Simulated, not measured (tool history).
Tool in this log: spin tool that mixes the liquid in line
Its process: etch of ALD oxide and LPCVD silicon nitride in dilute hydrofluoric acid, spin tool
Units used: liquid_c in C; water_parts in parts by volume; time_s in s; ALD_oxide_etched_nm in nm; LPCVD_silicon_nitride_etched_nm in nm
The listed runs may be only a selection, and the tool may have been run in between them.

| run | hour | liquid_c | water_parts | time_s | ALD_oxide_etched_nm | LPCVD_silicon_nitride_etched_nm |
|---|---|---|---|---|---|---|
| 1 | 0 | 23 | 230 | 180 | 16.437 | 0.39042 |
| 2 | 2.4 | 24 | 200 | 180 | 20.21 | 0.4501 |
| 3 | 11.4 | 24 | 200 | 245 | 27.319 | 0.58741 |
| 4 | 20.5 | 25 | 185 | 245 | 31.561 | 0.76353 |
| 5 | 24 | 25 | 250 | 245 | 21.668 | 0.56445 |
| 6 | 25.3 | 22.5 | 250 | 245 | 19.843 | 0.55839 |
| 7 | 28.1 | 23.5 | 225 | 245 | 23.415 | 0.55889 |
| 8 | 34.8 | 24.5 | 205 | 245 | 27.328 | 0.62225 |
| 9 | 36.7 | 25.5 | 190 | 245 | 30.569 | 0.66995 |

Expected results for the next run?
| 10 | 38 | 26 | 175 | 245 | ? | ? |

{"run 10": {"ALD_oxide_etched_nm": 35.245, "LPCVD_silicon_nitride_etched_nm": 0.93351}}

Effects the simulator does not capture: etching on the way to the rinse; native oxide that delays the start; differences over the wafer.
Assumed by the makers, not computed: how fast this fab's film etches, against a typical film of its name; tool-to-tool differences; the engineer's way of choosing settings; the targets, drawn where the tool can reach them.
